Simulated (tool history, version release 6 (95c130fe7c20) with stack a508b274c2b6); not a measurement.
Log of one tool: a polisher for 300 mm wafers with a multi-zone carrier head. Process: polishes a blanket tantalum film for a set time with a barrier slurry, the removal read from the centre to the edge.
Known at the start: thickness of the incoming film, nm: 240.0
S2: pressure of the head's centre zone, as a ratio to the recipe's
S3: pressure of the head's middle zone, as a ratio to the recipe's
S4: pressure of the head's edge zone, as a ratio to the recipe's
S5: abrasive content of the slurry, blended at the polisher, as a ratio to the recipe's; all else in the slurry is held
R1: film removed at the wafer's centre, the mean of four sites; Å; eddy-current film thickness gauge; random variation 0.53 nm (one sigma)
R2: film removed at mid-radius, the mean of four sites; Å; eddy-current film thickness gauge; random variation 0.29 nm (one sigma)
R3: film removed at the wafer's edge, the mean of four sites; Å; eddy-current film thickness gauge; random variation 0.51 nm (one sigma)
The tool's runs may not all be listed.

Run 1, day 0.000: flow of slurry (ml/min) 195, S2 1.00, S3 1.00, S4 1.00, S5 1.00, polishing time (s) 42. Result: R1 407.51 Å, R2 413.97 Å, R3 399.00 Å.
Run 2, day 0.225: flow of slurry (ml/min) 185, S2 0.99, S3 0.97, S4 0.97, S5 0.95, polishing time (s) 42. Result: R1 405.02 Å, R2 404.71 Å, R3 408.06 Å.
Run 3, day 0.288: flow of slurry (ml/min) 185, S2 0.99, S3 0.97, S4 0.97, S5 0.85, polishing time (s) 42. Result: R1 391.07 Å, R2 388.48 Å, R3 387.59 Å.
Run 4, day 0.567: flow of slurry (ml/min) 185, S2 0.93, S3 0.97, S4 0.97, S5 0.85, polishing time (s) 42. Result: R1 371.97 Å, R2 395.23 Å, R3 392.49 Å.
Run 5, day 0.783: flow of slurry (ml/min) 185, S2 0.95, S3 0.96, S4 0.97, S5 0.75, polishing time (s) 42. Result: R1 367.54 Å, R2 378.96 Å, R3 374.63 Å.
Run 6, day 1.046: flow of slurry (ml/min) 180, S2 0.96, S3 0.95, S4 0.97, S5 0.70, polishing time (s) 42. Result: R1 348.68 Å, R2 369.26 Å, R3 369.21 Å.
Run 7, day 1.367: flow of slurry (ml/min) 180, S2 0.99, S3 0.94, S4 0.96, S5 0.70, polishing time (s) 42. Result: R1 374.04 Å, R2 362.10 Å, R3 352.54 Å.

Forecast run 8:
Run 8, day 1.642: flow of slurry (ml/min) 175, S2 0.99, S3 0.93, S4 0.97, S5 0.70, polishing time (s) 42. Result: R1 ?, R2 ?, R3 ?.

{"run 8": {"R1": 372.91, "R2": 355.63, "R3": 373.82}}
